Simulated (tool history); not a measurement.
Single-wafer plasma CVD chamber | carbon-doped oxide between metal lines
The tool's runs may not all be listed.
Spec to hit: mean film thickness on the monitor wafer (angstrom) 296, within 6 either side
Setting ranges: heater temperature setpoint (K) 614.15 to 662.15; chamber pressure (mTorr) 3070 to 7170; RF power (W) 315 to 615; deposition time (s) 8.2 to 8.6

| run | day | heater temperature setpoint (K) | chamber pressure (mTorr) | RF power (W) | deposition time (s) | mean film thickness on the monitor wafer (angstrom) |
|---|---|---|---|---|---|---|
| 1 | 0 | 638.15 | 5120 | 465 | 8.6 | 354.6 |
| 2 | 0.325 | 640.15 | 4840 | 445 | 8.6 | 328.61 |
| 3 | 0.4 | 644.15 | 4690 | 445 | 8.6 | 326.24 |
| 4 | 0.75 | 646.15 | 4410 | 440 | 8.6 | 316.86 |
| 5 | 0.858 | 648.15 | 4230 | 440 | 8.6 | 315.34 |
| 6 | 0.896 | 648.15 | 4230 | 440 | 8.6 | 314.66 |
| 7 | 0.946 | 649.15 | 4050 | 435 | 8.6 | 309.96 |
| 8 | 1.121 | 650.15 | 3930 | 435 | 8.6 | 306.55 |

Exactly one of the 4 candidate moves below puts every result within its allowed miss. Which one?
| A | 1.296 | 653.15 | 3870 | 470 | 8.2 | ? |
| B | 1.296 | 654.15 | 4170 | 455 | 8.5 | ? |
| C | 1.296 | 642.15 | 3600 | 455 | 8.2 | ? |
| D | 1.296 | 654.15 | 3550 | 450 | 8.2 | ? |

| move | mean film thickness on the monitor wafer (angstrom) |
|---|---|
| A | 313.49 |
| B | 315.76 |
| C | 306.7 |
| D | 295.42 |
A: lands further from the targets than the last run did
B: lands further from the targets than the last run did
C: about as far from the targets as the last run
D: each result inside its tolerance
D meets every target.
